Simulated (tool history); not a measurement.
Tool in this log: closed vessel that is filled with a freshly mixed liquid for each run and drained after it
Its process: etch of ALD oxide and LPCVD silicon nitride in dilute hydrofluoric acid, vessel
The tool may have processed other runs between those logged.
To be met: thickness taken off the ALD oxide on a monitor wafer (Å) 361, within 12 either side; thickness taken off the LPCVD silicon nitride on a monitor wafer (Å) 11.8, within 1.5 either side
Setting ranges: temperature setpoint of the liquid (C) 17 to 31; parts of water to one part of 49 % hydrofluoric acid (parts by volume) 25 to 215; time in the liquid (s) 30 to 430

run	hour	temperature setpoint of the liquid (C)	parts of water to one part of 49 % hydrofluoric acid (parts by volume)	time in the liquid (s)	thickness taken off the ALD oxide on a monitor wafer (Å)	thickness taken off the LPCVD silicon nitride on a monitor wafer (Å)
1	0	23	120	220	290.95	8.8403
2	1.8	20.5	120	220	261.52	7.91
3	8.1	21.5	120	220	277.96	7.8568
4	15.1	22.5	120	220	283.29	8.9138
5	16.1	22.5	120	135	172.74	5.5482
6	23	22.5	120	190	250.07	7.6897
7	29.6	23.5	120	190	254.33	8.056
# hour 32: hydrofluoric acid flow meter replaced
8	32	24	120	190	231.28	7.3895
9	32.7	24.5	115	190	246.46	7.7843
10	41.3	25.5	110	190	264.94	8.9266
11	45.1	25.5	105	190	285.21	9.7739
12	48.1	25	100	190	292.95	9.8533
13	50.5	25	100	190	294.49	9.7026

Consider the 5 candidate settings below. Which is the only one whose results all fall within their allowed miss of target?
A	52.9	25	95	205	?	?
B	52.9	17	100	305	?	?
C	52.9	19	115	250	?	?
D	52.9	28.5	70	150	?	?
E	52.9	26	90	200	?	?

move	thickness taken off the ALD oxide on a monitor wafer (Å)	thickness taken off the LPCVD silicon nitride on a monitor wafer (Å)
A	342.48	10.636
B	347.31	8.7626
C	264.83	7.1996
D	403.48	13.23
E	369.2	11.687
A: an improvement on the last run, though not all results are within tolerance
B: an improvement on the last run, though not all results are within tolerance
C: further off than the last run
D: the result that was furthest off in the last run now lies on the other side of its target
E: every result within its allowed miss
Answer: E

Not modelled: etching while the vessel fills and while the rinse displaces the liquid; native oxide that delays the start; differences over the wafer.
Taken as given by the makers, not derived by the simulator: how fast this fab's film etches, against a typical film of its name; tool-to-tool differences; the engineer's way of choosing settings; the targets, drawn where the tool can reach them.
